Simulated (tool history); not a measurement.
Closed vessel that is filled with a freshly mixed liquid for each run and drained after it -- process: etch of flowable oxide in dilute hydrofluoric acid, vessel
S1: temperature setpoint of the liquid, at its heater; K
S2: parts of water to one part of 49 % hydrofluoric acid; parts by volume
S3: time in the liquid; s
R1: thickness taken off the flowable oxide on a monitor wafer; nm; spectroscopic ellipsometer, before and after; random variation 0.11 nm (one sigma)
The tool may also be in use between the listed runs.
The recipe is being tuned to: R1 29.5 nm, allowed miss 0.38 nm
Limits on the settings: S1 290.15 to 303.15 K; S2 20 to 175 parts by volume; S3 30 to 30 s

Run 1, hour 0: S1 295.15 K, S2 95 parts by volume, S3 30 s. Result: R1 15.942 nm.
Run 2, hour 6.3: S1 297.15 K, S2 90 parts by volume, S3 30 s. Result: R1 18.351 nm.
Run 3, hour 10.2: S1 297.15 K, S2 65 parts by volume, S3 30 s. Result: R1 26.028 nm.
Run 4, hour 18.3: S1 294.15 K, S2 65 parts by volume, S3 30 s. Result: R1 23.104 nm.
Run 5, hour 23.7: S1 297.65 K, S2 65 parts by volume, S3 30 s. Result: R1 26.577 nm.
Run 6, hour 30.4: S1 297.65 K, S2 45 parts by volume, S3 30 s. Result: R1 39.661 nm.
Run 7, hour 33.1: S1 293.65 K, S2 45 parts by volume, S3 30 s. Result: R1 33.421 nm.
Run 8, hour 40.1: S1 293.65 K, S2 45 parts by volume, S3 30 s. Result: R1 33.534 nm.
Run 9, hour 46.1: S1 292.65 K, S2 45 parts by volume, S3 30 s. Result: R1 32.036 nm.
Run 10, hour 52.4: S1 292.15 K, S2 45 parts by volume, S3 30 s. Result: R1 31.623 nm.
Run 11, hour 60.7: S1 291.65 K, S2 45 parts by volume, S3 30 s. Result: R1 30.736 nm.
Run 12, hour 62.7: S1 291.15 K, S2 45 parts by volume, S3 30 s. Result: R1 30.182 nm.

Of the 4 settings listed for the next run, only one would bring every result within its allowed miss of target. Which one?
Run A, hour 64.7: S1 290.65 K, S2 45 parts by volume, S3 30 s. Result: R1 ?.
Run B, hour 64.7: S1 290.15 K, S2 45 parts by volume, S3 30 s. Result: R1 ?.
Run C, hour 64.7: S1 292.65 K, S2 50 parts by volume, S3 30 s. Result: R1 ?.
Run D, hour 64.7: S1 297.15 K, S2 55 parts by volume, S3 30 s. Result: R1 ?.

move      R1
   A  29.645
   B  29.007
   C  28.912
   D  31.527
A: meets every target
B: takes the biggest miss from the last run beyond its target
C: takes the biggest miss from the last run beyond its target
D: lands further from the targets than the last run did
So the answer is move A, the one that meets all the targets.
